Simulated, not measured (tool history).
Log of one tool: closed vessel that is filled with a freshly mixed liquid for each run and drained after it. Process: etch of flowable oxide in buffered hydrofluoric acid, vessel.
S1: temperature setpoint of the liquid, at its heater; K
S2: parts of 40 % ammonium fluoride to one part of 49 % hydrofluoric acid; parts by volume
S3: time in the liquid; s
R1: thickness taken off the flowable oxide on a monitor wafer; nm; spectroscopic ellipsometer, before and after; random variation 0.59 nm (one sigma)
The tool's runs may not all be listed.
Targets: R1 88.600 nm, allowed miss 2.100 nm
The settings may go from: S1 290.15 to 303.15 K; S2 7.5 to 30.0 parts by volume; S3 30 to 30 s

run,hour,S1,S2,S3,R1
1,0.0,295.15,21.0,30,45.014
2,7.9,292.65,21.0,30,39.707
3,11.6,290.15,21.0,30,34.171
4,17.0,290.15,21.0,30,33.944
5,23.5,293.65,19.5,30,44.869
# hour 28.7: hydrofluoric acid flow meter replaced
6,28.7,293.65,22.5,30,36.360
7,37.9,296.15,21.0,30,44.573
8,39.9,298.15,19.0,30,53.751
9,41.7,299.65,17.0,30,65.325
10,48.2,300.65,16.0,30,72.989

5 next moves are on the table. One of them brings every result within its allowed miss. Which?
A,54.7,300.65,13.0,30,?
B,54.7,300.15,12.0,30,?
C,54.7,300.15,14.5,30,?
D,54.7,301.65,13.0,30,?
E,54.7,300.65,12.5,30,?

move,R1
A,90.418
B,95.199
C,79.102
D,95.358
E,93.953
A: meets every target
B: takes the result that was furthest off past its target
C: nearer than the last run, and not there yet
D: takes the result that was furthest off past its target
E: takes the result that was furthest off past its target
Move A is the one to make.
